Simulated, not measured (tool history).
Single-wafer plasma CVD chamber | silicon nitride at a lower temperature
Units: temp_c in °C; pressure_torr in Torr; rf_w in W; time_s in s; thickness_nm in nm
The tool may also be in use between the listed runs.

run	day	temp_c	pressure_torr	rf_w	time_s	thickness_nm
1	0	360	1.07	300	14.1	13.455
2	0.275	360	1.03	290	14.1	12.983
3	0.408	360	1.03	325	14.1	14.16
4	0.771	360	1.03	325	14.1	14.147
5	1.088	360	1.03	300	14.1	13.37
6	1.438	360	0.99	290	14.1	12.817
7	1.633	360	0.96	280	14.1	12.431

The next listed run, before its measurement:
8	1.896	360	0.93	270	14.1	?

thickness_nm: 11.922 nm

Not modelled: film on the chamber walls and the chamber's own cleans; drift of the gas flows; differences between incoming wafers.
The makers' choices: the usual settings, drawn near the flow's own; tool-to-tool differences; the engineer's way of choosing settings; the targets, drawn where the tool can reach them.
